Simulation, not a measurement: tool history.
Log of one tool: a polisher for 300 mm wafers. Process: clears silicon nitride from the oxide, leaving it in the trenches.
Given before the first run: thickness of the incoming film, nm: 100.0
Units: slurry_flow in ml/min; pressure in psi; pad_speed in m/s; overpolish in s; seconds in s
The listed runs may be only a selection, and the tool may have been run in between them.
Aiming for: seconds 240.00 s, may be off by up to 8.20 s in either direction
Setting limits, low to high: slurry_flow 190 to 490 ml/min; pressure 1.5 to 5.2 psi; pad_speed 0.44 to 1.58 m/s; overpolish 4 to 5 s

run	hour	slurry_flow	pressure	pad_speed	overpolish	seconds
1	0.0	315	3.3	1.00	5	120.24
2	7.7	315	3.0	0.98	5	136.68
3	8.6	315	2.8	0.96	5	150.08
4	17.3	315	2.6	0.96	5	160.08
5	22.4	315	2.4	0.96	5	169.12
6	30.8	375	2.4	0.96	5	167.62
7	39.5	375	2.3	0.96	5	178.55
8	44.2	375	2.2	0.96	5	180.47
9	48.1	375	2.1	0.96	5	192.81
10	56.4	375	2.1	0.96	5	192.36
11	57.3	375	2.0	0.96	5	200.30
12	63.6	375	1.5	0.94	5	264.28
13	64.2	385	1.5	0.94	5	264.57
14	73.2	390	1.5	0.94	5	268.84
15	74.0	400	1.6	0.94	5	250.35

Which of these 4 next moves meets every target?
A	74.8	390	1.6	0.88	5	?
B	74.8	470	1.8	0.96	4	?
C	74.8	405	1.7	1.00	4	?
D	74.8	400	1.7	0.92	5	?

move	seconds
A	267.72
B	217.51
C	222.82
D	241.78
A: its largest miss is bigger than the last run's
B: takes the result that was furthest off past its target
C: takes the result that was furthest off past its target
D: every result lands within tolerance
The right move is D.

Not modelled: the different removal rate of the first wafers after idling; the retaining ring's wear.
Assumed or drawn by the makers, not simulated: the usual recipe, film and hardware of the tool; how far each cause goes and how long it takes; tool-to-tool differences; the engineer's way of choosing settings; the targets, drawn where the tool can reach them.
